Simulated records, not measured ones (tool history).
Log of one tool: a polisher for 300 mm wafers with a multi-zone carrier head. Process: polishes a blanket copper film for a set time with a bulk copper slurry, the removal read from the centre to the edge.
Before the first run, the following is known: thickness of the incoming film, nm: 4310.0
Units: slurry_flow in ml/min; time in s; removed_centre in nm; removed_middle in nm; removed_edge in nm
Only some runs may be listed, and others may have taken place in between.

run 1 hour=0 | slurry_flow=280 centre_zone=1 middle_zone=1 edge_zone=1 slurry_solids=1 time=88 | removed_centre=698.38 removed_middle=652.18 removed_edge=673.06
run 2 hour=8.1 | slurry_flow=280 centre_zone=1.04 middle_zone=1 edge_zone=1 slurry_solids=1 time=88 | removed_centre=738.33 removed_middle=660.06 removed_edge=686.9
run 3 hour=14.2 | slurry_flow=280 centre_zone=1.04 middle_zone=1 edge_zone=1 slurry_solids=1.2 time=88 | removed_centre=764.06 removed_middle=687.34 removed_edge=701.4
run 4 hour=21.5 | slurry_flow=285 centre_zone=1.03 middle_zone=1.03 edge_zone=1.01 slurry_solids=1.2 time=88 | removed_centre=746.34 removed_middle=706.6 removed_edge=697.83
run 5 hour=26.9 | slurry_flow=285 centre_zone=1.03 middle_zone=1.03 edge_zone=1.01 slurry_solids=1.2 time=110 | removed_centre=941.76 removed_middle=883.97 removed_edge=889.81
run 6 hour=33.2 | slurry_flow=285 centre_zone=0.97 middle_zone=1.03 edge_zone=1.01 slurry_solids=1.2 time=110 | removed_centre=879.62 removed_middle=882.03 removed_edge=879.6
run 7 hour=36.2 | slurry_flow=285 centre_zone=0.95 middle_zone=1.03 edge_zone=0.98 slurry_solids=1.15 time=109 | removed_centre=856.93 removed_middle=877.34 removed_edge=843.63
run 8 hour=43.6 | slurry_flow=280 centre_zone=0.93 middle_zone=1.02 edge_zone=0.96 slurry_solids=1.1 time=109 | removed_centre=825.89 removed_middle=855.83 removed_edge=824.97
run 9 hour=45.5 | slurry_flow=275 centre_zone=0.92 middle_zone=1.02 edge_zone=0.94 slurry_solids=1.05 time=109 | removed_centre=807.29 removed_middle=832.83 removed_edge=828.58
run 10 hour=48.4 | slurry_flow=290 centre_zone=0.92 middle_zone=1.03 edge_zone=0.93 slurry_solids=1 time=108 | removed_centre=799.51 removed_middle=837.9 removed_edge=807.17
run 11 hour=53.6 | slurry_flow=290 centre_zone=0.92 middle_zone=1.03 edge_zone=0.93 slurry_solids=1 time=108 | removed_centre=797.61 removed_middle=830.54 removed_edge=808.76
run 12 hour=55.7 | slurry_flow=290 centre_zone=0.92 middle_zone=1.03 edge_zone=0.93 slurry_solids=1 time=108 | removed_centre=794.92 removed_middle=826.92 removed_edge=800.87
run 13 hour=63.4 | slurry_flow=295 centre_zone=0.91 middle_zone=1.04 edge_zone=0.91 slurry_solids=1 time=108 | removed_centre=788.77 removed_middle=837.58 removed_edge=783.95
run 14 hour=71.5 | slurry_flow=290 centre_zone=0.9 middle_zone=1.04 edge_zone=0.9 slurry_solids=1 time=108 | removed_centre=786.22 removed_middle=845.71 removed_edge=790.6
run 15 hour=79.5 | slurry_flow=290 centre_zone=0.89 middle_zone=1.04 edge_zone=0.89 slurry_solids=1 time=108 | removed_centre=769.71 removed_middle=831.32 removed_edge=787.45

Run 16, settings as shown, results not yet in. Your forecast:
run 16 hour=83.6 | slurry_flow=290 centre_zone=0.89 middle_zone=1.04 edge_zone=0.88 slurry_solids=0.95 time=108 | removed_centre=? removed_middle=? removed_edge=?

{"run 16": {"removed_centre": 767.69, "removed_middle": 837.02, "removed_edge": 788.56}}

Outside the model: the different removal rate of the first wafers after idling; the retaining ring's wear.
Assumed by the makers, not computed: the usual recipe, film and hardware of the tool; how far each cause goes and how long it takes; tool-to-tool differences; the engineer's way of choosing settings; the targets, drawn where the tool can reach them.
